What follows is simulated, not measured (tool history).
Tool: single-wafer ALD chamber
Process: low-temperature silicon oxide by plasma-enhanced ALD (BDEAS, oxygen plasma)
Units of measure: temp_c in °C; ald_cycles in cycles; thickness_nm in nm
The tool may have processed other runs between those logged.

run 1 hour=0 | temp_c=100 ald_cycles=32 | thickness_nm=4.4194
run 2 hour=5.4 | temp_c=100 ald_cycles=29 | thickness_nm=4.0611
run 3 hour=10.4 | temp_c=100 ald_cycles=27 | thickness_nm=3.7699
run 4 hour=14 | temp_c=98 ald_cycles=29 | thickness_nm=4.0284
run 5 hour=19.3 | temp_c=107 ald_cycles=29 | thickness_nm=3.971
run 6 hour=24.2 | temp_c=102 ald_cycles=29 | thickness_nm=3.9957
run 7 hour=25.2 | temp_c=100 ald_cycles=31 | thickness_nm=4.3062

The next listed run, before its measurement:
run 8 hour=31.9 | temp_c=99 ald_cycles=32 | thickness_nm=?

thickness_nm: 4.4917 nm
